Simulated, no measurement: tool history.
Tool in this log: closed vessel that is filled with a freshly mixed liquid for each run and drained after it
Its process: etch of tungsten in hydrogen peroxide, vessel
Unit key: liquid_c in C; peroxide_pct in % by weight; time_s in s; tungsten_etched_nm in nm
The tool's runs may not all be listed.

run 1 hour=0 | liquid_c=45 peroxide_pct=18.5 time_s=90 | tungsten_etched_nm=55.145
run 2 hour=1.5 | liquid_c=46 peroxide_pct=18.5 time_s=90 | tungsten_etched_nm=59.628
run 3 hour=5.6 | liquid_c=46.5 peroxide_pct=18.5 time_s=90 | tungsten_etched_nm=61.602
run 4 hour=7.6 | liquid_c=47 peroxide_pct=18.5 time_s=90 | tungsten_etched_nm=63.251
run 5 hour=12.6 | liquid_c=47 peroxide_pct=21 time_s=90 | tungsten_etched_nm=66.712
run 6 hour=15.6 | liquid_c=47 peroxide_pct=21 time_s=95 | tungsten_etched_nm=70.88

What will run 7 give?
run 7 hour=23.9 | liquid_c=47.5 peroxide_pct=21 time_s=95 | tungsten_etched_nm=?

{"run 7": {"tungsten_etched_nm": 73.725}}
